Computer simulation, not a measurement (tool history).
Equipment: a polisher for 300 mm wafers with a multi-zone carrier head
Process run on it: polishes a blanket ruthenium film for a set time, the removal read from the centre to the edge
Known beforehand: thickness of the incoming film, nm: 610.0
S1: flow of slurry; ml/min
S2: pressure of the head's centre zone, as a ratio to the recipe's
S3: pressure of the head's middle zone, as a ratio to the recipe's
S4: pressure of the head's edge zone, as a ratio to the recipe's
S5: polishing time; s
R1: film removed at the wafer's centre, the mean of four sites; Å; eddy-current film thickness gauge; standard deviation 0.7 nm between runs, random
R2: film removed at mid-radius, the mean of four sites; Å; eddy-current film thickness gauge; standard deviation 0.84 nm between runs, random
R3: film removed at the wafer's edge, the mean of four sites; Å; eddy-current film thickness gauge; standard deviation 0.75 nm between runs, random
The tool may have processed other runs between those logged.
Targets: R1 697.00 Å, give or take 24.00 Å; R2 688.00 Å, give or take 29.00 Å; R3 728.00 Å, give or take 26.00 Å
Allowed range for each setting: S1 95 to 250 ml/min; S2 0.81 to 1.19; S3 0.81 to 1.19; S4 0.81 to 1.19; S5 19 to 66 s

Run 1, hour 0.0: S1 160 ml/min, S2 1.00, S3 1.00, S4 1.00, S5 42 s. Result: R1 514.50 Å, R2 527.65 Å, R3 492.80 Å.
Run 2, hour 8.3: S1 165 ml/min, S2 1.00, S3 0.99, S4 1.05, S5 46 s. Result: R1 572.16 Å, R2 566.72 Å, R3 553.40 Å.
Run 3, hour 12.7: S1 165 ml/min, S2 1.00, S3 0.99, S4 1.05, S5 36 s. Result: R1 443.34 Å, R2 444.29 Å, R3 435.90 Å.
Run 4, hour 17.3: S1 165 ml/min, S2 1.00, S3 1.04, S4 1.05, S5 36 s. Result: R1 441.65 Å, R2 469.68 Å, R3 429.51 Å.
Run 5, hour 23.4: S1 165 ml/min, S2 1.00, S3 1.04, S4 1.05, S5 28 s. Result: R1 349.43 Å, R2 365.96 Å, R3 335.51 Å.
Run 6, hour 26.9: S1 165 ml/min, S2 1.00, S3 1.10, S4 1.05, S5 28 s. Result: R1 346.20 Å, R2 379.68 Å, R3 347.72 Å.
Run 7, hour 29.4: S1 155 ml/min, S2 1.00, S3 1.06, S4 1.09, S5 36 s. Result: R1 442.30 Å, R2 465.56 Å, R3 434.21 Å.
Run 8, hour 30.7: S1 155 ml/min, S2 1.00, S3 1.06, S4 1.09, S5 36 s. Result: R1 444.32 Å, R2 467.30 Å, R3 440.42 Å.
At hour 35.2: edge zone pressure recalibrated.
Run 9, hour 35.2: S1 155 ml/min, S2 0.99, S3 1.03, S4 1.12, S5 41 s. Result: R1 497.67 Å, R2 526.90 Å, R3 522.93 Å.
Run 10, hour 42.0: S1 155 ml/min, S2 1.00, S3 1.02, S4 1.14, S5 44 s. Result: R1 541.42 Å, R2 558.82 Å, R3 571.65 Å.
Run 11, hour 48.4: S1 155 ml/min, S2 1.01, S3 1.02, S4 1.15, S5 46 s. Result: R1 566.67 Å, R2 575.00 Å, R3 589.37 Å.

4 next moves are on the table. One of them brings every result within its allowed miss. Which?
Run A, hour 54.8: S1 190 ml/min, S2 1.03, S3 1.01, S4 1.16, S5 49 s. Result: R1 ?, R2 ?, R3 ?.
Run B, hour 54.8: S1 190 ml/min, S2 1.10, S3 0.96, S4 1.10, S5 55 s. Result: R1 ?, R2 ?, R3 ?.
Run C, hour 54.8: S1 180 ml/min, S2 1.03, S3 1.00, S4 1.18, S5 54 s. Result: R1 ?, R2 ?, R3 ?.
Run D, hour 54.8: S1 170 ml/min, S2 0.94, S3 1.01, S4 1.19, S5 54 s. Result: R1 ?, R2 ?, R3 ?.

move      R1      R2      R3
   A  642.87  635.44  648.41
   B  770.72  683.20  710.00
   C  701.33  688.21  715.92
   D  632.41  687.37  713.52
A: moves toward the targets from the last run without getting all of them in spec
B: takes the biggest miss from the last run beyond its target
C: all results in spec
D: moves toward the targets from the last run without getting all of them in spec
Move C is the one to make.
